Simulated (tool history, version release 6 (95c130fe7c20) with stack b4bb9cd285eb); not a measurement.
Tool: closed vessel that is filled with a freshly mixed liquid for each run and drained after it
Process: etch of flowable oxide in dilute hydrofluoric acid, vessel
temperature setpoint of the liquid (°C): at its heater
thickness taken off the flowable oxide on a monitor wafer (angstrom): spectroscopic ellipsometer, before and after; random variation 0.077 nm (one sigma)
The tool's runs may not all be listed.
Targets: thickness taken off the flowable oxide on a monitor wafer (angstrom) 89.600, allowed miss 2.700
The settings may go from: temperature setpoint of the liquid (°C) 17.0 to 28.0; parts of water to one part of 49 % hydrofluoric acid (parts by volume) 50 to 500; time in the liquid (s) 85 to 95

run,day,temperature setpoint of the liquid (°C),parts of water to one part of 49 % hydrofluoric acid (parts by volume),time in the liquid (s),thickness taken off the flowable oxide on a monitor wafer (angstrom)
1,0.000,20.0,275,85,56.600
2,0.208,20.0,355,85,41.291
3,0.304,20.0,425,85,31.953
4,0.400,20.0,475,85,28.046
5,0.767,18.0,475,85,26.067
6,0.988,18.0,500,85,24.633
7,1.321,19.0,460,85,28.301
8,1.546,20.0,425,85,32.205
# day 1.625: thermometer replaced
9,1.625,24.0,315,85,58.260
10,1.904,24.5,305,85,61.926
11,2.158,25.0,295,85,66.065

4 next moves are on the table. One of them brings every result within its allowed miss. Which?
A,2.412,27.5,240,85,?
B,2.412,25.0,240,95,?
C,2.412,26.5,265,95,?
D,2.412,28.0,260,95,?

move,thickness taken off the flowable oxide on a monitor wafer (angstrom)
A,95.217
B,97.483
C,90.620
D,97.744
A: takes the result that was furthest off past its target
B: takes the result that was furthest off past its target
C: meets every target
D: takes the result that was furthest off past its target
The right move is C.
